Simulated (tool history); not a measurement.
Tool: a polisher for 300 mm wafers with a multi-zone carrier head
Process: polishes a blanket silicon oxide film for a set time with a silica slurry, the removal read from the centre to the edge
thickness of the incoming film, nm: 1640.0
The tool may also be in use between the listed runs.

run	day	flow of slurry (ml/min)	pressure of the head's centre zone	pressure of the head's middle zone	pressure of the head's edge zone	abrasive content of the slurry	polishing time (s)	film removed at the wafer's centre (angstrom)	film removed at mid-radius (angstrom)	film removed at the wafer's edge (angstrom)
1	0	150	1	1	1	1	75	4544.4	4665.4	4567.1
2	0.125	150	0.92	1	1	1	75	4157.1	4692.6	4546.9
3	0.371	150	0.92	0.95	1	1	75	4177.1	4482.8	4530.3
4	0.483	160	0.96	0.98	1.03	1.05	75	4507.5	4654.5	4757.4
5	0.604	160	0.96	1.01	1.03	1.05	75	4502.6	4715.4	4677.2
6	0.929	160	0.96	1.01	0.99	1.05	75	4508.5	4749.1	4608.5
7	1.242	160	0.98	1.04	1.02	1.1	75	4690.7	4997.6	4783.4

Run 8 comes next. What will it give?
8	1.325	200	1.07	1.07	1.12	1.2	75	?	?	?

Run 8 gave film removed at the wafer's centre (angstrom) 5475.5, film removed at mid-radius (angstrom) 5382.7, film removed at the wafer's edge (angstrom) 5332.2.
